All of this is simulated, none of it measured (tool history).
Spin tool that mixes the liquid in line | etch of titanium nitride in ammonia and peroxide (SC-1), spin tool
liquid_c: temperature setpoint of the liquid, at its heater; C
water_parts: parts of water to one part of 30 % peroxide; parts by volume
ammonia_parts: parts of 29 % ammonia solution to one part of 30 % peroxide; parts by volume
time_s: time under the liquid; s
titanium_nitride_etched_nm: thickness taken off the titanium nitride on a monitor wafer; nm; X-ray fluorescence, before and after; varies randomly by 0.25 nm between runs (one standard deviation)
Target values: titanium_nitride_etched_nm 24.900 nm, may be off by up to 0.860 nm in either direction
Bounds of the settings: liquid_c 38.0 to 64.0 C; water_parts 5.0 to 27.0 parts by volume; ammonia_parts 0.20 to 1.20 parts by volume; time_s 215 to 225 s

run 1 hour=0.0 | liquid_c=48.0 water_parts=15.0 ammonia_parts=0.75 time_s=215 | titanium_nitride_etched_nm=18.087
run 2 hour=8.9 | liquid_c=49.5 water_parts=15.0 ammonia_parts=0.75 time_s=215 | titanium_nitride_etched_nm=19.958
run 3 hour=14.6 | liquid_c=55.0 water_parts=15.0 ammonia_parts=0.75 time_s=215 | titanium_nitride_etched_nm=29.342
run 4 hour=22.1 | liquid_c=58.0 water_parts=15.0 ammonia_parts=0.75 time_s=215 | titanium_nitride_etched_nm=35.960
run 5 hour=25.0 | liquid_c=60.5 water_parts=15.0 ammonia_parts=0.75 time_s=215 | titanium_nitride_etched_nm=42.214
run 6 hour=32.2 | liquid_c=60.5 water_parts=15.0 ammonia_parts=0.75 time_s=225 | titanium_nitride_etched_nm=44.407
run 7 hour=37.0 | liquid_c=58.0 water_parts=15.0 ammonia_parts=0.75 time_s=225 | titanium_nitride_etched_nm=37.449
run 8 hour=38.2 | liquid_c=56.0 water_parts=15.0 ammonia_parts=0.75 time_s=225 | titanium_nitride_etched_nm=32.933
run 9 hour=44.6 | liquid_c=55.0 water_parts=15.0 ammonia_parts=0.75 time_s=225 | titanium_nitride_etched_nm=30.910
run 10 hour=52.5 | liquid_c=54.0 water_parts=15.0 ammonia_parts=0.75 time_s=225 | titanium_nitride_etched_nm=28.503
run 11 hour=60.7 | liquid_c=53.5 water_parts=15.0 ammonia_parts=0.75 time_s=225 | titanium_nitride_etched_nm=27.489
-- hour=68.4 ammonia flow meter replaced
run 12 hour=68.4 | liquid_c=53.0 water_parts=15.0 ammonia_parts=0.75 time_s=225 | titanium_nitride_etched_nm=26.341

Of the 4 settings listed for the next run, only one would bring every result within its allowed miss of target. Which one?
run A hour=76.1 | liquid_c=54.5 water_parts=20.5 ammonia_parts=0.75 time_s=225 | titanium_nitride_etched_nm=?
run B hour=76.1 | liquid_c=55.5 water_parts=19.5 ammonia_parts=0.80 time_s=225 | titanium_nitride_etched_nm=?
run C hour=76.1 | liquid_c=54.5 water_parts=15.0 ammonia_parts=0.70 time_s=225 | titanium_nitride_etched_nm=?
run D hour=76.1 | liquid_c=56.0 water_parts=20.5 ammonia_parts=1.00 time_s=215 | titanium_nitride_etched_nm=?

move=A titanium_nitride_etched_nm=24.874
move=B titanium_nitride_etched_nm=27.674
move=C titanium_nitride_etched_nm=29.142
move=D titanium_nitride_etched_nm=27.671
A: hits every target within its allowed miss
B: lands further from the targets than the last run did
C: lands further from the targets than the last run did
D: lands further from the targets than the last run did
A meets every target.
